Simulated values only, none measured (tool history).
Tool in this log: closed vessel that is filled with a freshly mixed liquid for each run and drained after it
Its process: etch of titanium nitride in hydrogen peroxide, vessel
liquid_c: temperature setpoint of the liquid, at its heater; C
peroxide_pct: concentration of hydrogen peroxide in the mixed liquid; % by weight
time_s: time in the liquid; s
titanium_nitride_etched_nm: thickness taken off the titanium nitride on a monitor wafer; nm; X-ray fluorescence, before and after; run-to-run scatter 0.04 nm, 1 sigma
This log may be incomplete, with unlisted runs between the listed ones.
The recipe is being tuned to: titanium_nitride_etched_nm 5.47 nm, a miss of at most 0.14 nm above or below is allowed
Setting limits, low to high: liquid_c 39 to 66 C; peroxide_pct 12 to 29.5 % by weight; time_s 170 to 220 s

run 1 hour=0 | liquid_c=55 peroxide_pct=20 time_s=220 | titanium_nitride_etched_nm=13.385
run 2 hour=8.2 | liquid_c=55 peroxide_pct=20 time_s=220 | titanium_nitride_etched_nm=13.472
run 3 hour=9.8 | liquid_c=55 peroxide_pct=18.5 time_s=220 | titanium_nitride_etched_nm=13.152
run 4 hour=13.9 | liquid_c=55 peroxide_pct=21 time_s=220 | titanium_nitride_etched_nm=13.57
run 5 hour=14.6 | liquid_c=55 peroxide_pct=18 time_s=220 | titanium_nitride_etched_nm=13.085
run 6 hour=22.6 | liquid_c=51 peroxide_pct=18 time_s=220 | titanium_nitride_etched_nm=9.8538
run 7 hour=25.4 | liquid_c=48 peroxide_pct=18 time_s=220 | titanium_nitride_etched_nm=7.8644
run 8 hour=30.6 | liquid_c=46.5 peroxide_pct=18 time_s=220 | titanium_nitride_etched_nm=7.0902

Below are 5 possible settings for the next run. Only one of them brings all results inside the allowed miss of their targets. Which is it?
run A hour=35.8 | liquid_c=42.5 peroxide_pct=20.5 time_s=220 | titanium_nitride_etched_nm=?
run B hour=35.8 | liquid_c=49.5 peroxide_pct=16.5 time_s=215 | titanium_nitride_etched_nm=?
run C hour=35.8 | liquid_c=46.5 peroxide_pct=13.5 time_s=200 | titanium_nitride_etched_nm=?
run D hour=35.8 | liquid_c=42 peroxide_pct=18.5 time_s=205 | titanium_nitride_etched_nm=?
run E hour=35.8 | liquid_c=45.5 peroxide_pct=17.5 time_s=170 | titanium_nitride_etched_nm=?

move=A titanium_nitride_etched_nm=5.4203
move=B titanium_nitride_etched_nm=8.494
move=C titanium_nitride_etched_nm=6.0823
move=D titanium_nitride_etched_nm=4.7573
move=E titanium_nitride_etched_nm=5.0709
A: all results land within tolerance of their targets
B: moves away from the targets compared with the last run
C: better than the last run, though not everything is in spec
D: takes the result that was furthest off past its target
E: takes the result that was furthest off past its target
So the answer is move A, the one that meets all the targets.
